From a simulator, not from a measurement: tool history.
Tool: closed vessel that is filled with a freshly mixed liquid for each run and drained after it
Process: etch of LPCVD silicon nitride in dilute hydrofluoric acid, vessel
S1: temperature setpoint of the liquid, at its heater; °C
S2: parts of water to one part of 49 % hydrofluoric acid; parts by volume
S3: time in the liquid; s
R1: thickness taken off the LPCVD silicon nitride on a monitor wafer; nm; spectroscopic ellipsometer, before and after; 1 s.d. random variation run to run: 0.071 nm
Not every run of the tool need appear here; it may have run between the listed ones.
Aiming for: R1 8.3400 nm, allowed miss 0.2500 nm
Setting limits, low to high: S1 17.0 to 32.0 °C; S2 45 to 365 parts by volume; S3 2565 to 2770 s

{"run": 1, "hour": 0.0, "S1": 24.0, "S2": 205, "S3": 2565, "R1": 5.8535}
{"run": 2, "hour": 9.8, "S1": 25.0, "S2": 205, "S3": 2565, "R1": 6.1915}
{"run": 3, "hour": 19.2, "S1": 25.0, "S2": 205, "S3": 2565, "R1": 6.2504}
{"run": 4, "hour": 26.8, "S1": 25.5, "S2": 205, "S3": 2565, "R1": 6.5297}
{"run": 5, "hour": 33.9, "S1": 26.0, "S2": 205, "S3": 2565, "R1": 6.7341}
{"run": 6, "hour": 36.2, "S1": 26.5, "S2": 205, "S3": 2565, "R1": 6.8641}
{"run": 7, "hour": 44.4, "S1": 27.0, "S2": 205, "S3": 2565, "R1": 7.0587}
{"run": 8, "hour": 46.7, "S1": 27.5, "S2": 205, "S3": 2565, "R1": 7.288}
{"hour": 52.8, "done": "thermometer replaced"}
{"run": 9, "hour": 52.8, "S1": 30.0, "S2": 205, "S3": 2565, "R1": 7.6798}

Below are 5 possible settings for the next run. Only one of them brings all results inside the allowed miss of their targets. Which is it?
{"run": "A", "hour": 58.9, "S1": 29.5, "S2": 195, "S3": 2670, "R1": "?"}
{"run": "B", "hour": 58.9, "S1": 30.0, "S2": 175, "S3": 2565, "R1": "?"}
{"run": "C", "hour": 58.9, "S1": 28.5, "S2": 170, "S3": 2705, "R1": "?"}
{"run": "D", "hour": 58.9, "S1": 28.5, "S2": 200, "S3": 2770, "R1": "?"}
{"run": "E", "hour": 58.9, "S1": 29.0, "S2": 180, "S3": 2770, "R1": "?"}

move=A R1=8.2005
move=B R1=9.0646
move=C R1=8.9840
move=D R1=7.8055
move=E R1=8.9527
A: all results land within tolerance of their targets
B: takes the result that was furthest off past its target
C: takes the result that was furthest off past its target
D: an improvement on the last run, though not all results are within tolerance
E: takes the result that was furthest off past its target
So the answer is move A, the one that meets all the targets.
